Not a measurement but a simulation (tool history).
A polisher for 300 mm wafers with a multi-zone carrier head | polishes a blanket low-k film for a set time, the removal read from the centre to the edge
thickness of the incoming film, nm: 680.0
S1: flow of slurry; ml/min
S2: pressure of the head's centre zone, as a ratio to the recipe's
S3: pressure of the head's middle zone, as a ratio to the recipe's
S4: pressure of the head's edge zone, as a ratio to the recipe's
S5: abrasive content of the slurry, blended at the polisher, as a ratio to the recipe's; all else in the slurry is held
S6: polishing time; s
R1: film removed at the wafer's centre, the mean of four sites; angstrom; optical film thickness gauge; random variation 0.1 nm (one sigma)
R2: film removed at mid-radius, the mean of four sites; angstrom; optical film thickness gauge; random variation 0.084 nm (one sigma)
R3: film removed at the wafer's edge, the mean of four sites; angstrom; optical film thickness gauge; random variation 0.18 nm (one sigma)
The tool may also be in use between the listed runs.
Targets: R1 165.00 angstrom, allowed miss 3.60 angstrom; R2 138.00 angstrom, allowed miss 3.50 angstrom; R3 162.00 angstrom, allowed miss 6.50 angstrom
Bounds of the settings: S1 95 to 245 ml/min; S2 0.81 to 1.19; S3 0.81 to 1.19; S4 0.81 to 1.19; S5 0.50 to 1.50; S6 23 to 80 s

run	hour	S1	S2	S3	S4	S5	S6	R1	R2	R3
1	0.0	155	1.00	1.00	1.00	1.00	51	186.16	185.49	188.76
2	5.4	140	1.00	0.95	0.98	0.95	51	178.73	175.52	179.67
3	8.1	140	1.00	0.95	0.98	1.05	51	185.84	181.19	186.06
4	13.2	110	1.00	0.95	0.98	1.05	51	180.70	176.24	184.91
5	20.8	110	1.00	0.95	0.93	1.05	51	182.44	175.77	182.45
6	22.9	105	1.02	0.91	0.97	0.95	51	176.34	163.81	172.49
7	27.0	100	1.04	0.88	1.03	0.90	51	171.82	156.45	174.21
8	28.3	100	1.05	0.86	1.04	0.85	51	172.23	148.08	171.43
# hour 29.2: slurry nozzle cleaned
9	29.2	100	1.05	0.85	1.03	0.85	51	176.77	153.61	176.53
10	36.8	100	1.06	0.85	1.04	0.80	51	174.65	148.19	170.58
11	44.6	100	1.05	0.84	1.04	0.75	51	164.94	144.30	164.58
12	50.0	100	1.06	0.83	1.04	0.75	51	169.64	141.33	166.90
13	53.1	100	1.06	0.83	1.03	0.75	51	168.52	142.03	164.12
14	53.8	100	1.06	0.82	1.03	0.75	51	168.66	140.96	165.19
15	58.1	100	1.06	0.81	1.03	0.75	51	168.99	138.49	165.10
16	64.1	100	1.06	0.81	1.02	0.75	51	170.89	140.06	165.22

Which of these 5 next moves meets every target?
A	70.1	115	1.08	0.85	1.10	0.65	51	?	?	?
B	70.1	155	1.04	0.94	1.00	0.55	54	?	?	?
C	70.1	115	1.11	0.81	0.94	0.55	59	?	?	?
D	70.1	95	0.99	0.84	1.12	0.65	55	?	?	?
E	70.1	95	1.10	0.87	1.02	0.65	54	?	?	?

move	R1	R2	R3
A	162.98	137.15	162.45
B	159.64	147.69	155.00
C	178.59	142.18	160.78
D	157.74	143.74	174.14
E	171.34	144.16	163.17
A: meets every target
B: takes the result that was furthest off past its target
C: further off than the last run
D: takes the result that was furthest off past its target
E: further off than the last run
Move A is the one to make.
